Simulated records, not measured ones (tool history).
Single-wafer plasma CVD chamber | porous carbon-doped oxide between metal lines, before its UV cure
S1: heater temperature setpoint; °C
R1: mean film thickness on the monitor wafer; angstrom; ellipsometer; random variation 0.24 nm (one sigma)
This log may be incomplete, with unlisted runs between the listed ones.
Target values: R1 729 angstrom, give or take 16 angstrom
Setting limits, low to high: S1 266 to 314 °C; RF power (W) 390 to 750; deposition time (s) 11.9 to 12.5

Run 1, hour 0: S1 290 °C, RF power (W) 570, deposition time (s) 12.5. Result: R1 869.12 angstrom.
Run 2, hour 3.3: S1 290 °C, RF power (W) 570, deposition time (s) 11.9. Result: R1 828.31 angstrom.
Run 3, hour 5.2: S1 290 °C, RF power (W) 635, deposition time (s) 11.9. Result: R1 918.17 angstrom.
Run 4, hour 11.7: S1 296 °C, RF power (W) 610, deposition time (s) 11.9. Result: R1 852.16 angstrom.
Run 5, hour 20.6: S1 296 °C, RF power (W) 660, deposition time (s) 11.9. Result: R1 909.51 angstrom.
Run 6, hour 27.6: S1 301 °C, RF power (W) 630, deposition time (s) 11.9. Result: R1 846.23 angstrom.
Run 7, hour 30.6: S1 304 °C, RF power (W) 610, deposition time (s) 11.9. Result: R1 810.33 angstrom.
Run 8, hour 37.9: S1 307 °C, RF power (W) 595, deposition time (s) 11.9. Result: R1 773.61 angstrom.
Run 9, hour 38.4: S1 309 °C, RF power (W) 590, deposition time (s) 11.9. Result: R1 755.39 angstrom.
Run 10, hour 40.1: S1 310 °C, RF power (W) 590, deposition time (s) 11.9. Result: R1 747.24 angstrom.
Run 11, hour 42.9: S1 311 °C, RF power (W) 590, deposition time (s) 11.9. Result: R1 747.09 angstrom.

Exercise: of the 4 proposed moves below, exactly one satisfies all targets within the stated allowed misses. Which move is it?
Run A, hour 45.7: S1 305 °C, RF power (W) 555, deposition time (s) 11.9. Result: R1 ?.
Run B, hour 45.7: S1 303 °C, RF power (W) 560, deposition time (s) 12.1. Result: R1 ?.
Run C, hour 45.7: S1 311 °C, RF power (W) 585, deposition time (s) 12.5. Result: R1 ?.
Run D, hour 45.7: S1 307 °C, RF power (W) 590, deposition time (s) 11.9. Result: R1 ?.

move      R1
   A  730.62
   B  758.55
   C  777.42
   D  765.64
A: each result inside its tolerance
B: moves away from the targets compared with the last run
C: moves away from the targets compared with the last run
D: moves away from the targets compared with the last run
A is the move that brings every result within its allowed miss.
